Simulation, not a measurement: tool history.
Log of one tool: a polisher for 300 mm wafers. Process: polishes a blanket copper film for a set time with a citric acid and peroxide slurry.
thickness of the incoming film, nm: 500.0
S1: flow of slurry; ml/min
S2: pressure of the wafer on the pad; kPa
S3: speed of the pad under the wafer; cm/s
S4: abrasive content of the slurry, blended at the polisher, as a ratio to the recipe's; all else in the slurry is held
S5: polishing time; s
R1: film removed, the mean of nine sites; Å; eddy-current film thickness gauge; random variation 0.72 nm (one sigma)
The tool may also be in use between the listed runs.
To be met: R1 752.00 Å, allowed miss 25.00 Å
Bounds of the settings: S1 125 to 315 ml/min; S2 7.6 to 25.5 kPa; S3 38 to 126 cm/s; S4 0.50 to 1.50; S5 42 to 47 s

| run | hour | S1 | S2 | S3 | S4 | S5 | R1 |
|---|---|---|---|---|---|---|---|
| 1 | 0.0 | 205 | 16.5 | 82 | 1.00 | 47 | 564.37 |
| 2 | 6.7 | 205 | 16.5 | 92 | 1.00 | 47 | 627.31 |
| 3 | 13.6 | 205 | 16.5 | 104 | 1.00 | 47 | 688.23 |
| 4 | 20.8 | 205 | 16.5 | 104 | 0.80 | 47 | 653.69 |
| 5 | 27.3 | 205 | 16.5 | 104 | 0.80 | 47 | 652.76 |
| 6 | 33.3 | 210 | 17.2 | 104 | 0.80 | 47 | 672.35 |
| 7 | 37.9 | 210 | 17.9 | 104 | 0.80 | 47 | 706.53 |
| 8 | 40.3 | 210 | 18.6 | 104 | 0.80 | 47 | 736.01 |

Which of these 5 next moves meets every target?
| A | 42.7 | 210 | 18.6 | 104 | 0.80 | 46 | ? |
| B | 42.7 | 220 | 17.9 | 114 | 0.80 | 46 | ? |
| C | 42.7 | 215 | 20.7 | 98 | 0.60 | 46 | ? |
| D | 42.7 | 205 | 20.0 | 104 | 0.75 | 43 | ? |
| E | 42.7 | 205 | 20.0 | 96 | 0.75 | 46 | ? |

| move | R1 |
|---|---|
| A | 716.93 |
| B | 749.74 |
| C | 705.80 |
| D | 701.76 |
| E | 705.46 |
A: further off than the last run
B: meets every target
C: further off than the last run
D: further off than the last run
E: further off than the last run
Answer: B
